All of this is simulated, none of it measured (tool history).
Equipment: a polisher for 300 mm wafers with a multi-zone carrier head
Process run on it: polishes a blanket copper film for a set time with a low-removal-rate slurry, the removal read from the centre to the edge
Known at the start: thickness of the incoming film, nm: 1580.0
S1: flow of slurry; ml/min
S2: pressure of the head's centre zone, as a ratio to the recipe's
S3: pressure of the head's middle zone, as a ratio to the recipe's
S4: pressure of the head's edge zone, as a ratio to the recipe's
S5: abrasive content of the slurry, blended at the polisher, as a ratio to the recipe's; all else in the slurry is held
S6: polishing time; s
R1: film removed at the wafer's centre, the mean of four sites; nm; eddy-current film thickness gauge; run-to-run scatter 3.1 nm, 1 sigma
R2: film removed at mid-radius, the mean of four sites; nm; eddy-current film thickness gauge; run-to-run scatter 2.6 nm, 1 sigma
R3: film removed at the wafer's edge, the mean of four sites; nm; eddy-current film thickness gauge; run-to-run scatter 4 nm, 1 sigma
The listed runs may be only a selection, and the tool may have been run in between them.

run  hour   S1    S2    S3    S4    S5  S6      R1      R2      R3
  1   0.0  310  1.00  1.00  1.00  1.00  70  223.42  222.32  243.02
  2   6.4  255  1.00  1.00  1.00  1.00  70  218.07  223.21  236.66
  3  14.8  255  1.03  1.00  1.00  1.00  70  227.45  217.56  236.18
  4  19.3  220  1.03  1.00  1.00  1.00  70  219.36  216.88  228.89
  5  21.1  255  1.03  1.04  1.03  1.10  70  230.73  234.30  248.72
  6  28.2  185  1.03  1.04  1.03  1.10  70  219.97  221.20  231.82
  7  29.0  235  1.04  1.07  1.04  1.10  70  232.47  236.54  243.74
  8  34.2  325  1.04  1.15  1.13  1.15  70  245.46  260.66  258.01

Run 9 comes next. What will it give?
  9  40.4  325  1.04  1.15  1.13  1.15  70   ?   ?   ?

R1: 243.52 nm
R2: 265.18 nm
R3: 264.46 nm
